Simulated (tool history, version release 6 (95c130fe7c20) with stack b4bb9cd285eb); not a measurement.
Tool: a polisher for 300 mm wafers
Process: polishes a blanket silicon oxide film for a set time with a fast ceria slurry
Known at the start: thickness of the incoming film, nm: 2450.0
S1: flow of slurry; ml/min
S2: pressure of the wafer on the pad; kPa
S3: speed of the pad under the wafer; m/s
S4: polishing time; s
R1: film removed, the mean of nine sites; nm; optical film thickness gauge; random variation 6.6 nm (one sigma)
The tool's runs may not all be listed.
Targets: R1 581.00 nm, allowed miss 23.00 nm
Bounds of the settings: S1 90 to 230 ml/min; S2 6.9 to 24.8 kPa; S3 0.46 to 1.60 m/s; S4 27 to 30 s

{"run": 1, "hour": 0.0, "S1": 150, "S2": 15.9, "S3": 1.02, "S4": 30, "R1": 395.0}
{"run": 2, "hour": 8.8, "S1": 150, "S2": 13.8, "S3": 1.02, "S4": 30, "R1": 344.62}
{"run": 3, "hour": 15.6, "S1": 150, "S2": 13.8, "S3": 0.82, "S4": 30, "R1": 277.89}
{"run": 4, "hour": 18.4, "S1": 150, "S2": 15.9, "S3": 0.82, "S4": 30, "R1": 310.65}
{"run": 5, "hour": 22.5, "S1": 150, "S2": 17.2, "S3": 0.84, "S4": 30, "R1": 343.16}
{"run": 6, "hour": 24.8, "S1": 150, "S2": 18.6, "S3": 0.86, "S4": 30, "R1": 376.34}
{"run": 7, "hour": 31.2, "S1": 150, "S2": 20.0, "S3": 0.88, "S4": 30, "R1": 421.77}
{"run": 8, "hour": 35.9, "S1": 150, "S2": 20.7, "S3": 0.88, "S4": 30, "R1": 435.31}
{"run": 9, "hour": 43.3, "S1": 150, "S2": 21.4, "S3": 0.88, "S4": 30, "R1": 448.77}
{"run": 10, "hour": 44.9, "S1": 150, "S2": 22.1, "S3": 0.88, "S4": 30, "R1": 449.31}
{"run": 11, "hour": 48.2, "S1": 150, "S2": 22.8, "S3": 0.9, "S4": 30, "R1": 480.24}
{"run": 12, "hour": 53.2, "S1": 150, "S2": 23.4, "S3": 0.92, "S4": 30, "R1": 507.49}
{"run": 13, "hour": 56.2, "S1": 155, "S2": 24.1, "S3": 0.96, "S4": 30, "R1": 545.37}

Which of these 5 next moves meets every target?
{"run": "A", "hour": 59.2, "S1": 175, "S2": 24.8, "S3": 1.26, "S4": 27, "R1": "?"}
{"run": "B", "hour": 59.2, "S1": 170, "S2": 24.8, "S3": 0.88, "S4": 30, "R1": "?"}
{"run": "C", "hour": 59.2, "S1": 160, "S2": 24.8, "S3": 1.06, "S4": 30, "R1": "?"}
{"run": "D", "hour": 59.2, "S1": 155, "S2": 22.1, "S3": 1.1, "S4": 28, "R1": "?"}
{"run": "E", "hour": 59.2, "S1": 175, "S2": 21.4, "S3": 1.12, "S4": 30, "R1": "?"}

move=A R1=659.15
move=B R1=515.37
move=C R1=613.27
move=D R1=529.96
move=E R1=568.22
A: takes the result that was furthest off past its target
B: further off than the last run
C: takes the result that was furthest off past its target
D: further off than the last run
E: meets every target
Move E is the one to make.
